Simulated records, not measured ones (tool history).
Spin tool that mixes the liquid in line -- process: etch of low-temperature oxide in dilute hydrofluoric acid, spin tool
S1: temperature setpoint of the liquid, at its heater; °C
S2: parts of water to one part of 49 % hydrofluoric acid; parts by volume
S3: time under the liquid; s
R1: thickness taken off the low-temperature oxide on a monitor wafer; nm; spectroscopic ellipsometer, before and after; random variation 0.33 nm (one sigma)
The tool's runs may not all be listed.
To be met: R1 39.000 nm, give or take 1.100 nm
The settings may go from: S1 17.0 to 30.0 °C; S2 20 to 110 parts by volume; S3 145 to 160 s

| run | hour | S1 | S2 | S3 | R1 |
|---|---|---|---|---|---|
| 1 | 0.0 | 22.0 | 60 | 145 | 56.072 |
| 2 | 2.5 | 22.0 | 60 | 160 | 61.388 |
| 3 | 6.5 | 20.5 | 65 | 160 | 52.944 |
| 4 | 10.6 | 20.5 | 70 | 160 | 49.628 |
| 5 | 14.2 | 19.5 | 70 | 160 | 47.132 |
| 6 | 17.9 | 19.5 | 70 | 160 | 47.401 |
| 7 | 20.0 | 18.5 | 70 | 160 | 45.359 |
| 8 | 29.0 | 18.0 | 70 | 160 | 43.888 |
| 9 | 31.1 | 18.0 | 70 | 160 | 43.977 |
| 10 | 33.2 | 17.5 | 70 | 160 | 42.445 |
| 11 | 36.4 | 17.0 | 70 | 160 | 43.015 |

Consider the 4 candidate settings below. Which is the only one whose results all fall within their allowed miss of target?
| A | 39.6 | 21.0 | 70 | 150 | ? |
| B | 39.6 | 17.0 | 75 | 150 | ? |
| C | 39.6 | 17.0 | 75 | 160 | ? |
| D | 39.6 | 18.0 | 75 | 145 | ? |

| move | R1 |
|---|---|
| A | 46.810 |
| B | 36.698 |
| C | 39.144 |
| D | 37.020 |
A: the biggest miss grows against the last run
B: the result that was furthest off in the last run now lies on the other side of its target
C: in spec on every target
D: the result that was furthest off in the last run now lies on the other side of its target
Answer: C

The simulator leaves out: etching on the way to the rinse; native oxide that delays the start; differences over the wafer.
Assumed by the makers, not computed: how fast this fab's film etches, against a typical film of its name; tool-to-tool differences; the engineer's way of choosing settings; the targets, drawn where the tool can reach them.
